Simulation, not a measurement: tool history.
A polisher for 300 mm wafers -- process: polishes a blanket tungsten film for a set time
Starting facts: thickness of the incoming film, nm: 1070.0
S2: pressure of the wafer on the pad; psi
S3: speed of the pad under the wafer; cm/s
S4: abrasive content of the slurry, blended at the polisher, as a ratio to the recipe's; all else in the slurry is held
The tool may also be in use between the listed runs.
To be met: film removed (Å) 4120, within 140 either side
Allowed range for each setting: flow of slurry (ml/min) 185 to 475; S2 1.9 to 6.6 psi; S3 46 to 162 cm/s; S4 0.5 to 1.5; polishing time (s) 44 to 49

run 1 hour=0 | flow_of_slurry_(ml/min)=305 S2=4.2 S3=104 S4=1 polishing_time_(s)=49 | film_removed_(Å)=2551.3
run 2 hour=3.6 | flow_of_slurry_(ml/min)=305 S2=4.8 S3=104 S4=1 polishing_time_(s)=49 | film_removed_(Å)=2864.5
run 3 hour=10.1 | flow_of_slurry_(ml/min)=270 S2=4.8 S3=104 S4=1 polishing_time_(s)=49 | film_removed_(Å)=2826.7
run 4 hour=17.2 | flow_of_slurry_(ml/min)=270 S2=4.8 S3=104 S4=1 polishing_time_(s)=44 | film_removed_(Å)=2564.8
run 5 hour=23.2 | flow_of_slurry_(ml/min)=290 S2=5.4 S3=106 S4=1 polishing_time_(s)=44 | film_removed_(Å)=2942.7
run 6 hour=27.3 | flow_of_slurry_(ml/min)=355 S2=5.4 S3=106 S4=1 polishing_time_(s)=44 | film_removed_(Å)=3032.1
run 7 hour=33.8 | flow_of_slurry_(ml/min)=355 S2=5.8 S3=108 S4=1 polishing_time_(s)=44 | film_removed_(Å)=3328.7
run 8 hour=42.4 | flow_of_slurry_(ml/min)=355 S2=6.6 S3=114 S4=1 polishing_time_(s)=44 | film_removed_(Å)=3966.7
run 9 hour=46.9 | flow_of_slurry_(ml/min)=355 S2=6.6 S3=116 S4=1 polishing_time_(s)=44 | film_removed_(Å)=3939.6

Next run, 4 choices. One meets every target within its allowed miss, the rest don't. Which?
run A hour=51.4 | flow_of_slurry_(ml/min)=350 S2=6.6 S3=118 S4=0.95 polishing_time_(s)=48 | film_removed_(Å)=?
run B hour=51.4 | flow_of_slurry_(ml/min)=365 S2=6.6 S3=96 S4=1.15 polishing_time_(s)=49 | film_removed_(Å)=?
run C hour=51.4 | flow_of_slurry_(ml/min)=345 S2=6.5 S3=110 S4=1.05 polishing_time_(s)=48 | film_removed_(Å)=?
run D hour=51.4 | flow_of_slurry_(ml/min)=310 S2=6.6 S3=96 S4=1.05 polishing_time_(s)=49 | film_removed_(Å)=?

move=A film_removed_(Å)=4299.4
move=B film_removed_(Å)=3754.7
move=C film_removed_(Å)=4035.8
move=D film_removed_(Å)=3630
A: takes the result that was furthest off past its target
B: misses by more than the last run did
C: hits every target within its allowed miss
D: misses by more than the last run did
C is the move that brings every result within its allowed miss.
